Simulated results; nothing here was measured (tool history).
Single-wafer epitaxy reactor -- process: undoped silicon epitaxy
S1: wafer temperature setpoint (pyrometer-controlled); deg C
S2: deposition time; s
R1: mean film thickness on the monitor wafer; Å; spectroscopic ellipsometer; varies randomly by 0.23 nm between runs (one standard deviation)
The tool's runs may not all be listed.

run,hour,S1,S2,R1
1,0.0,655,537,1007.70
2,1.0,650,537,892.73
3,4.8,659,537,1106.20
4,6.9,654,537,978.10
5,10.4,650,537,895.00
6,18.5,650,476,785.58
7,23.3,649,476,767.51
8,31.1,646,476,713.53

Run 9 is up next; what results do you expect?
9,38.0,646,476,?

{"run 9": {"R1": 717.6}}

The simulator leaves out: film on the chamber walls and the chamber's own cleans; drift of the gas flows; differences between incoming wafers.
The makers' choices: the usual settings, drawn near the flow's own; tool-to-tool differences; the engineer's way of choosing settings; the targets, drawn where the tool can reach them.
